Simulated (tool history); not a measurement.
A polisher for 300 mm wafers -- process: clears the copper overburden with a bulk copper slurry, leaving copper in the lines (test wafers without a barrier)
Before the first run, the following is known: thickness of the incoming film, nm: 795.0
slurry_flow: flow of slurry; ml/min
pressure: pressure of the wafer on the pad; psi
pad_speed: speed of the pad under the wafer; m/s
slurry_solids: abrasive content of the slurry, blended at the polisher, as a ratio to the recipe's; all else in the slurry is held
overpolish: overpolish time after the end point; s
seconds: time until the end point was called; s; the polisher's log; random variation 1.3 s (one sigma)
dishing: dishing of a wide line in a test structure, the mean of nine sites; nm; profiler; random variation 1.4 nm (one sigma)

{"run": 1, "day": 0.0, "slurry_flow": 125, "pressure": 2.7, "pad_speed": 1.3, "slurry_solids": 1.0, "overpolish": 22, "seconds": 80.282, "dishing": 84.682}
{"run": 2, "day": 0.275, "slurry_flow": 135, "pressure": 2.7, "pad_speed": 1.3, "slurry_solids": 1.0, "overpolish": 22, "seconds": 78.065, "dishing": 84.666}
{"run": 3, "day": 0.317, "slurry_flow": 125, "pressure": 2.5, "pad_speed": 1.28, "slurry_solids": 1.0, "overpolish": 25, "seconds": 86.692, "dishing": 83.043}
{"run": 4, "day": 0.371, "slurry_flow": 115, "pressure": 2.4, "pad_speed": 1.26, "slurry_solids": 1.0, "overpolish": 29, "seconds": 92.983, "dishing": 87.332}
{"run": 5, "day": 0.621, "slurry_flow": 115, "pressure": 2.4, "pad_speed": 1.26, "slurry_solids": 0.9, "overpolish": 29, "seconds": 94.463, "dishing": 84.504}
{"run": 6, "day": 0.971, "slurry_flow": 115, "pressure": 2.4, "pad_speed": 1.26, "slurry_solids": 0.9, "overpolish": 35, "seconds": 96.673, "dishing": 90.386}

Expected results for the next run?
{"run": 7, "day": 1.179, "slurry_flow": 110, "pressure": 2.3, "pad_speed": 1.26, "slurry_solids": 0.9, "overpolish": 36, "seconds": "?", "dishing": "?"}

{"run 7": {"seconds": 98.876, "dishing": 90.99}}
